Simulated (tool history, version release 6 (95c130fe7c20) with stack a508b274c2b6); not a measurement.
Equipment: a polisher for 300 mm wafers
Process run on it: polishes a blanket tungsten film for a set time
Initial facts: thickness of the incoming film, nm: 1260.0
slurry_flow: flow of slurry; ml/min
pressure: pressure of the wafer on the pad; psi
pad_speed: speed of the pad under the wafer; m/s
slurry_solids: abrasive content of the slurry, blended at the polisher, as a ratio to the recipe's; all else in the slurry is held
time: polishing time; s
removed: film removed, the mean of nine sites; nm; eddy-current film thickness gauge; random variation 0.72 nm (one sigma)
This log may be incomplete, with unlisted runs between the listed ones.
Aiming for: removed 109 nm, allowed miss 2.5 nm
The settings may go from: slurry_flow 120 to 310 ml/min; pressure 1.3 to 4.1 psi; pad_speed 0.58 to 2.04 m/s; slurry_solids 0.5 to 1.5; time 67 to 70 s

| run | hour | slurry_flow | pressure | pad_speed | slurry_solids | time | removed |
|---|---|---|---|---|---|---|---|
| 1 | 0 | 200 | 2.7 | 1.3 | 1 | 67 | 321.22 |
| 2 | 3.5 | 225 | 2.7 | 1.3 | 1 | 67 | 325.42 |
| 3 | 8.2 | 220 | 2.5 | 1.18 | 1 | 67 | 274.94 |
| 4 | 10.1 | 220 | 2.5 | 1.18 | 0.85 | 67 | 267.87 |
| 5 | 12.9 | 220 | 2.5 | 0.9 | 0.85 | 67 | 203.82 |
| 6 | 21.1 | 220 | 2.3 | 0.9 | 0.85 | 67 | 190.59 |
| 7 | 26.8 | 215 | 2.1 | 0.86 | 0.85 | 67 | 167.76 |
| 8 | 28.3 | 205 | 2 | 0.84 | 0.85 | 67 | 155.08 |
| 9 | 32.3 | 195 | 1.9 | 0.84 | 0.85 | 67 | 144.8 |
| 10 | 35.9 | 185 | 1.8 | 0.84 | 0.85 | 67 | 136.62 |
| 11 | 40.2 | 175 | 1.7 | 0.84 | 0.85 | 67 | 129.41 |
| 12 | 49 | 165 | 1.7 | 0.84 | 0.85 | 67 | 130.41 |
| 13 | 49.9 | 160 | 1.6 | 0.84 | 0.85 | 67 | 122.49 |
| 14 | 54.6 | 155 | 1.6 | 0.84 | 0.85 | 67 | 121.27 |
| 15 | 62.3 | 150 | 1.6 | 0.84 | 0.85 | 67 | 121.32 |
| 16 | 64.3 | 145 | 1.6 | 0.84 | 0.85 | 67 | 120.4 |
| 17 | 66.8 | 130 | 1.3 | 0.84 | 0.85 | 67 | 98.329 |
| 18 | 75 | 140 | 1.3 | 0.84 | 0.85 | 67 | 99.707 |
| 19 | 76.4 | 150 | 1.3 | 0.84 | 0.85 | 67 | 100.18 |

Below are 5 possible settings for the next run. Only one of them brings all results inside the allowed miss of their targets. Which is it?
| A | 77.8 | 235 | 1.4 | 0.72 | 0.8 | 67 | ? |
| B | 77.8 | 145 | 1.3 | 0.74 | 0.75 | 67 | ? |
| C | 77.8 | 150 | 1.3 | 0.9 | 1 | 67 | ? |
| D | 77.8 | 145 | 1.5 | 0.82 | 0.75 | 70 | ? |
| E | 77.8 | 125 | 1.5 | 0.62 | 1.05 | 70 | ? |

| move | removed |
|---|---|
| A | 95.693 |
| B | 86.875 |
| C | 109.18 |
| D | 114.54 |
| E | 90.673 |
A: further off than the last run
B: further off than the last run
C: each result inside its tolerance
D: pushes the last run's worst result past its target
E: further off than the last run
The move that meets every target is C.
